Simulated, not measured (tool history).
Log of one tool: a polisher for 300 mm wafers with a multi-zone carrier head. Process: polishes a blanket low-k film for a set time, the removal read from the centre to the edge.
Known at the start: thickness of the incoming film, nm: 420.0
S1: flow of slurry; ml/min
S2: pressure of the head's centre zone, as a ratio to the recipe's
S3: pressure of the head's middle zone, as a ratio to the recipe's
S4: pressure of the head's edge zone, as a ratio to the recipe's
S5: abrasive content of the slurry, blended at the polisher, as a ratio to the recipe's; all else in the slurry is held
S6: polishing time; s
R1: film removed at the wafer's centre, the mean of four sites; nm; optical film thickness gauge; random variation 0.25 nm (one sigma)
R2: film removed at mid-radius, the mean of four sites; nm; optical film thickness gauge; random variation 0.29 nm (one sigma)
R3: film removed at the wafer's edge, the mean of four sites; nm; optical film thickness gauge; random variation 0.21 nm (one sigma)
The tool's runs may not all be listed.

run	hour	S1	S2	S3	S4	S5	S6	R1	R2	R3
1	0	140	1	1	1	1	53	22.119	22.372	22.129
2	4.3	165	1	1	1	1	53	23.401	22.844	22.402
3	11.3	165	0.99	0.99	1.02	1.05	53	23.281	23.266	23.393
4	14.6	165	0.99	0.99	0.94	1.05	53	23.286	23.612	22.44
5	21.6	165	0.99	0.99	0.97	1.05	53	23.708	22.831	23.057
6	27.5	165	0.99	0.99	1.01	1.05	53	23.256	23.804	23.365

Run 7 comes next. What will it give?
7	28.5	170	0.99	0.97	1.03	1.05	53	?	?	?

{"run 7": {"R1": 23.451, "R2": 22.779, "R3": 23.535}}
